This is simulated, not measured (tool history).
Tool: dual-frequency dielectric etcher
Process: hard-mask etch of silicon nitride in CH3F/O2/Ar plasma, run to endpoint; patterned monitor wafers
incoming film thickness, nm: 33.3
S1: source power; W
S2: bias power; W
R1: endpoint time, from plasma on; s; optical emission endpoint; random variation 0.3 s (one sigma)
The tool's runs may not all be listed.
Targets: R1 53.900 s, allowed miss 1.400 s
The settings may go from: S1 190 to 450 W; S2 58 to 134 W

run	hour	S1	S2	R1
1	0.0	320	96	44.198
2	7.2	300	92	46.269
3	10.0	270	92	47.733
4	17.3	270	102	45.246
5	18.6	320	102	43.352
6	26.8	360	102	41.864
7	27.8	300	83	48.675
8	28.6	290	81	49.877

Which of these 4 next moves meets every target?
A	29.4	330	70	?
B	29.4	320	63	?
C	29.4	260	83	?
D	29.4	280	76	?

move	R1
A	50.945
B	54.026
C	50.276
D	51.356
A: nearer than the last run, and not there yet
B: meets every target
C: nearer than the last run, and not there yet
D: nearer than the last run, and not there yet
Move B is the one to make.

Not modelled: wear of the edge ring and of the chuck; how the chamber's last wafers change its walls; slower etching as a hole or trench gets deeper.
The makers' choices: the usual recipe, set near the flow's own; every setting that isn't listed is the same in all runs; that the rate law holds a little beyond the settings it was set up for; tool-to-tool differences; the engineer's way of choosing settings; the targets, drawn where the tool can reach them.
